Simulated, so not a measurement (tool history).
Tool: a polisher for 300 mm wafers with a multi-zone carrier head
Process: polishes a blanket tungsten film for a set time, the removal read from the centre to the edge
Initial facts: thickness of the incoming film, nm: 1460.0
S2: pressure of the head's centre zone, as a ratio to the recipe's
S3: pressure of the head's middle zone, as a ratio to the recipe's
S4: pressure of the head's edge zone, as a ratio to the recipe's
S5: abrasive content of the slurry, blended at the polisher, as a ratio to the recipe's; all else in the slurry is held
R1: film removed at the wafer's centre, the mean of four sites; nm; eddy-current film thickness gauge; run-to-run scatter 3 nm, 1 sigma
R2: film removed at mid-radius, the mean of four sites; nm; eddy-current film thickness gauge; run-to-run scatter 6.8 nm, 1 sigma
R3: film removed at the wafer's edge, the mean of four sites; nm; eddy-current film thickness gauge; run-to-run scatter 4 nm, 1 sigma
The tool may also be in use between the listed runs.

{"run": 1, "hour": 0.0, "flow of slurry (ml/min)": 265, "S2": 1, "S3": 1, "S4": 1, "S5": 1, "polishing time (s)": 51, "R1": 303.16, "R2": 296.12, "R3": 306.48}
{"run": 2, "hour": 7.8, "flow of slurry (ml/min)": 265, "S2": 0.94, "S3": 1, "S4": 1, "S5": 1, "polishing time (s)": 51, "R1": 291.23, "R2": 291.09, "R3": 308.45}
{"run": 3, "hour": 15.0, "flow of slurry (ml/min)": 265, "S2": 1.01, "S3": 1, "S4": 1, "S5": 1, "polishing time (s)": 51, "R1": 308.81, "R2": 302.47, "R3": 305.03}
{"run": 4, "hour": 21.3, "flow of slurry (ml/min)": 265, "S2": 1, "S3": 1.03, "S4": 1, "S5": 1.1, "polishing time (s)": 52, "R1": 313.02, "R2": 306.06, "R3": 322.83}
{"hour": 27.0, "done": "edge zone pressure recalibrated"}
{"run": 5, "hour": 27.0, "flow of slurry (ml/min)": 265, "S2": 1, "S3": 1.03, "S4": 1, "S5": 1.25, "polishing time (s)": 52, "R1": 327.84, "R2": 331.56, "R3": 320.46}
{"run": 6, "hour": 28.7, "flow of slurry (ml/min)": 275, "S2": 0.98, "S3": 1.06, "S4": 0.99, "S5": 1.3, "polishing time (s)": 54, "R1": 335.82, "R2": 356.75, "R3": 334.75}
{"run": 7, "hour": 31.1, "flow of slurry (ml/min)": 285, "S2": 0.98, "S3": 1.08, "S4": 1, "S5": 1.35, "polishing time (s)": 55, "R1": 353.71, "R2": 367.4, "R3": 339.99}
{"run": 8, "hour": 33.6, "flow of slurry (ml/min)": 270, "S2": 0.96, "S3": 1.09, "S4": 0.99, "S5": 1.35, "polishing time (s)": 57, "R1": 354.76, "R2": 390.86, "R3": 357.62}

Run 9 is up next; what results do you expect?
{"run": 9, "hour": 34.6, "flow of slurry (ml/min)": 265, "S2": 0.95, "S3": 1.1, "S4": 0.99, "S5": 1.35, "polishing time (s)": 58, "R1": "?", "R2": "?", "R3": "?"}

Logged for run 9: R1 355.98 nm, R2 393.04 nm, R3 364.72 nm.
